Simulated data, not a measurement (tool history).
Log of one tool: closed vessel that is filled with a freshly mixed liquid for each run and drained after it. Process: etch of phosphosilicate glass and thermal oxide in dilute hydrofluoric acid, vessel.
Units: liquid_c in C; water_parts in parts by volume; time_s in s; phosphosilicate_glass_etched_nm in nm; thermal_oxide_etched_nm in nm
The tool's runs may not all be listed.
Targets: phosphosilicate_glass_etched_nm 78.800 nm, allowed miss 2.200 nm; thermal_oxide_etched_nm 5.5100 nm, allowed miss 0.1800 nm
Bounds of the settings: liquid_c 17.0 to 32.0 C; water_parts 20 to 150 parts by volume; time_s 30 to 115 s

| run | hour | liquid_c | water_parts | time_s | phosphosilicate_glass_etched_nm | thermal_oxide_etched_nm |
|---|---|---|---|---|---|---|
| 1 | 0.0 | 24.0 | 85 | 60 | 49.121 | 3.5324 |
| 2 | 2.0 | 25.0 | 85 | 60 | 51.490 | 3.5842 |
| 3 | 6.0 | 25.0 | 65 | 60 | 68.487 | 4.8181 |
| 4 | 8.9 | 27.0 | 65 | 60 | 75.538 | 5.1753 |
| 5 | 12.6 | 27.0 | 45 | 60 | 111.830 | 7.8143 |
| 6 | 14.8 | 26.0 | 45 | 60 | 107.140 | 7.5174 |
| 7 | 17.7 | 25.5 | 45 | 60 | 105.840 | 7.2926 |
| 8 | 22.4 | 24.0 | 45 | 60 | 96.933 | 6.8851 |
| 9 | 30.7 | 22.0 | 60 | 60 | 66.704 | 4.7236 |
| 10 | 34.1 | 22.5 | 60 | 60 | 66.799 | 4.8184 |
| 11 | 35.1 | 23.0 | 60 | 60 | 69.321 | 4.8172 |
| 12 | 41.8 | 24.0 | 50 | 60 | 88.388 | 6.2374 |
| 13 | 45.7 | 23.5 | 50 | 60 | 87.150 | 5.9700 |
| 14 | 51.2 | 23.0 | 50 | 60 | 84.144 | 6.0257 |
| 15 | 55.0 | 22.5 | 55 | 60 | 75.562 | 5.2130 |

4 next moves are on the table. One of them brings every result within its allowed miss. Which?
| A | 58.8 | 26.0 | 55 | 55 | ? | ? |
| B | 58.8 | 24.0 | 45 | 45 | ? | ? |
| C | 58.8 | 22.5 | 50 | 50 | ? | ? |
| D | 58.8 | 26.5 | 70 | 75 | ? | ? |

| move | phosphosilicate_glass_etched_nm | thermal_oxide_etched_nm |
|---|---|---|
| A | 78.528 | 5.4738 |
| B | 73.360 | 5.1136 |
| C | 68.486 | 4.7739 |
| D | 84.083 | 5.8610 |
A: meets every target
B: further off than the last run
C: further off than the last run
D: takes the result that was furthest off past its target
The right move is A.
